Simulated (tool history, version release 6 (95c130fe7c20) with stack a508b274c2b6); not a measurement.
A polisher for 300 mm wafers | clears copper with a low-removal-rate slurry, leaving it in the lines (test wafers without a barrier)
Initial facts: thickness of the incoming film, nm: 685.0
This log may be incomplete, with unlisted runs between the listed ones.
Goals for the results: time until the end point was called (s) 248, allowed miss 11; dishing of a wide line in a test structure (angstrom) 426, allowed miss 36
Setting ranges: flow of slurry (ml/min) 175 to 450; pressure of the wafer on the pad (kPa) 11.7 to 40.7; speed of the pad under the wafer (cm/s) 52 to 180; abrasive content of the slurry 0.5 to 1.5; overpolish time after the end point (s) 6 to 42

run	hour	flow of slurry (ml/min)	pressure of the wafer on the pad (kPa)	speed of the pad under the wafer (cm/s)	abrasive content of the slurry	overpolish time after the end point (s)	time until the end point was called (s)	dishing of a wide line in a test structure (angstrom)
1	0	290	26.2	116	1	21	137.43	446.14
2	1.2	290	26.2	128	1	21	126.43	494.45
3	9	290	26.2	128	1	27	126.98	524.81
4	16.9	290	26.2	140	1	27	116.88	530.12
5	25.6	290	24.1	136	1	28	130.98	507.55
6	32.3	235	24.1	136	1	28	132.68	525.72
7	37.8	235	22.8	134	1	29	139.17	516.63
8	45.7	235	21.4	130	1	30	152.76	500.45

Pick the move, out of 5, that brings all results within their allowed miss; only one does.
A	53.6	245	15.9	86	1.05	42	?	?
B	53.6	210	22.1	92	0.9	32	?	?
C	53.6	230	15.9	102	0.95	36	?	?
D	53.6	205	21.4	90	1.1	39	?	?
E	53.6	225	20.7	146	1.05	19	?	?

move	time until the end point was called (s)	dishing of a wide line in a test structure (angstrom)
A	290.45	435.18
B	216.57	448.79
C	252.97	432.08
D	218.24	484.45
E	140.69	428.69
A: takes the result that was furthest off past its target
B: an improvement on the last run, though not all results are within tolerance
C: all results in spec
D: an improvement on the last run, though not all results are within tolerance
E: moves away from the targets compared with the last run
Correct choice: C, which meets every target

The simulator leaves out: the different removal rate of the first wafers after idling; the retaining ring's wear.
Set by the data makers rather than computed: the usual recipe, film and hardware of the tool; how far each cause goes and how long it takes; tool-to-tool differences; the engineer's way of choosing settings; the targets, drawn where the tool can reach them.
